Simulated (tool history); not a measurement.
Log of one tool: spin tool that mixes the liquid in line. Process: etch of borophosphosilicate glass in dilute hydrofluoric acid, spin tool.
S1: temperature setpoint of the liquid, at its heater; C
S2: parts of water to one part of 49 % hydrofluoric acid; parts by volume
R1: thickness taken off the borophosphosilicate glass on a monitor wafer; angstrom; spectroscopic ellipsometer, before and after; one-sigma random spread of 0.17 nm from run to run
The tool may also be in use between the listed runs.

run 1 day=0 | S1=21 S2=150 time_under_the_liquid_(s)=105 | R1=377.91
run 2 day=0.371 | S1=21 S2=150 time_under_the_liquid_(s)=105 | R1=376.25
run 3 day=0.642 | S1=21 S2=150 time_under_the_liquid_(s)=110 | R1=396.1
run 4 day=0.767 | S1=21 S2=120 time_under_the_liquid_(s)=110 | R1=511.48
run 5 day=1.117 | S1=21 S2=120 time_under_the_liquid_(s)=110 | R1=513.31
run 6 day=1.446 | S1=24 S2=120 time_under_the_liquid_(s)=110 | R1=574.28
run 7 day=1.704 | S1=23.5 S2=120 time_under_the_liquid_(s)=110 | R1=563.66

Forecast run 8:
run 8 day=1.946 | S1=23 S2=120 time_under_the_liquid_(s)=110 | R1=?

{"run 8": {"R1": 555.69}}
